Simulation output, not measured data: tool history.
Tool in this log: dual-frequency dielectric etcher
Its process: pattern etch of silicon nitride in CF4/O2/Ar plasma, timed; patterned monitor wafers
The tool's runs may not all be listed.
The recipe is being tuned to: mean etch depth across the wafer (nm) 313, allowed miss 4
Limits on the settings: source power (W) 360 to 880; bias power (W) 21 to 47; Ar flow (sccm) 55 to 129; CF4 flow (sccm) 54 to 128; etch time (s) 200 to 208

run  hour  source power (W)  bias power (W)  Ar flow (sccm)  CF4 flow (sccm)  etch time (s)  mean etch depth across the wafer (nm)
  1     0               620              34              92               91            200                                 391.43
  2   5.3               620              34             107               91            200                                 384.31
  3   7.4               620              34             115               91            200                                 381.99
  4  14.1               570              34             115               91            200                                 356.79
  5  16.7               570              39             115               91            200                                 385.52
  6  23.5               520              39             115               91            200                                  357.7
  7  30.1               490              39             115               91            200                                 340.86
  8  35.2               420              39             115               91            200                                 301.82
  9  39.3               430              39             115               91            200                                 307.77

Pick the move, out of 4, that brings all results within their allowed miss; only one does.
  A  43.4               390              46             128              108            204                                      ?
  B  43.4               420              44             102               91            200                                      ?
  C  43.4               450              39             107               91            201                                      ?
  D  43.4               460              37             128               86          202.5                                      ?

move  mean etch depth across the wafer (nm)
   A                                  322.8
   B                                 324.84
   C                                 321.75
   D                                 311.32
A: the result that was furthest off in the last run now lies on the other side of its target
B: the result that was furthest off in the last run now lies on the other side of its target
C: the result that was furthest off in the last run now lies on the other side of its target
D: in spec on every target
Move D is the one to make.
